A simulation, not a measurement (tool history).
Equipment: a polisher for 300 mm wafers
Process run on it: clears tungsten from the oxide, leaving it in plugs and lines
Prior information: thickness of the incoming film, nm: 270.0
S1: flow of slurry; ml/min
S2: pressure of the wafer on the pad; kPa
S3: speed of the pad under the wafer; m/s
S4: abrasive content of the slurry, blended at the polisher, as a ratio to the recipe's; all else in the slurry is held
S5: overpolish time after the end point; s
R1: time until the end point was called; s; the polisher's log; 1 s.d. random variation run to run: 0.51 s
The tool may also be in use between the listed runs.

{"run": 1, "hour": 0.0, "S1": 125, "S2": 25.5, "S3": 1.16, "S4": 1.0, "S5": 9, "R1": 56.221}
{"run": 2, "hour": 5.0, "S1": 125, "S2": 27.6, "S3": 1.16, "S4": 1.0, "S5": 9, "R1": 53.733}
{"run": 3, "hour": 12.7, "S1": 105, "S2": 27.6, "S3": 1.16, "S4": 1.0, "S5": 9, "R1": 55.462}
{"run": 4, "hour": 13.3, "S1": 105, "S2": 27.6, "S3": 1.16, "S4": 1.2, "S5": 9, "R1": 51.519}
{"run": 5, "hour": 18.0, "S1": 105, "S2": 27.6, "S3": 0.94, "S4": 1.2, "S5": 9, "R1": 63.736}
{"run": 6, "hour": 19.1, "S1": 110, "S2": 29.6, "S3": 0.96, "S4": 1.2, "S5": 9, "R1": 55.907}
{"run": 7, "hour": 26.4, "S1": 115, "S2": 31.0, "S3": 0.96, "S4": 1.2, "S5": 9, "R1": 53.894}

Predict the results of run 8:
{"run": 8, "hour": 35.2, "S1": 115, "S2": 32.4, "S3": 0.98, "S4": 1.2, "S5": 9, "R1": "?"}

R1: 51.938 s
